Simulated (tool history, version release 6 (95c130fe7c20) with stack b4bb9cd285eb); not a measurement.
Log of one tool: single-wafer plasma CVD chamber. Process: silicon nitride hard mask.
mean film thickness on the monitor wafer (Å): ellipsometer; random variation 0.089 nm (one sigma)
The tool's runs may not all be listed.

| run | day | heater temperature setpoint (deg C) | chamber pressure (mTorr) | RF power (kW) | deposition time (s) | mean film thickness on the monitor wafer (Å) |
|---|---|---|---|---|---|---|
| 1 | 0 | 390 | 1440 | 0.275 | 29.4 | 317.57 |
| 2 | 0.075 | 390 | 1440 | 0.255 | 29.4 | 296.86 |
| 3 | 0.292 | 390 | 1440 | 0.255 | 29.4 | 296.81 |
| 4 | 0.604 | 390 | 1350 | 0.245 | 29.4 | 278.58 |
| 5 | 0.942 | 390 | 1490 | 0.245 | 29.4 | 286.35 |
| 6 | 1.046 | 390 | 1490 | 0.26 | 29.4 | 305.65 |
| 7 | 1.242 | 390 | 1390 | 0.25 | 29.4 | 287.15 |
| 8 | 1.542 | 390 | 1310 | 0.245 | 29.4 | 275.34 |
| 9 | 1.725 | 390 | 1240 | 0.24 | 29.4 | 265.06 |
| 10 | 1.904 | 390 | 1180 | 0.235 | 29.4 | 256.04 |
| 11 | 2.008 | 390 | 1130 | 0.23 | 29.4 | 246.6 |
| 12 | 2.217 | 390 | 1090 | 0.23 | 29.4 | 245.06 |
| 13 | 2.429 | 390 | 1050 | 0.23 | 29.4 | 240.81 |
| 14 | 2.462 | 390 | 1020 | 0.23 | 29.4 | 237.43 |
| 15 | 2.775 | 390 | 1020 | 0.23 | 29.4 | 238.35 |
| 16 | 3.125 | 390 | 990 | 0.23 | 29.4 | 235.57 |
| 17 | 3.304 | 390 | 990 | 0.23 | 29.4 | 235.88 |
| 18 | 3.583 | 390 | 970 | 0.23 | 29.4 | 232.32 |
| 19 | 3.621 | 390 | 950 | 0.23 | 29.4 | 232.43 |
| 20 | 3.721 | 390 | 940 | 0.23 | 29.4 | 231.05 |
| 21 | 4.075 | 390 | 930 | 0.23 | 29.4 | 232.73 |

The next listed run, before its measurement:
| 22 | 4.258 | 390 | 920 | 0.23 | 29.4 | ? |

mean film thickness on the monitor wafer (Å): 231.2
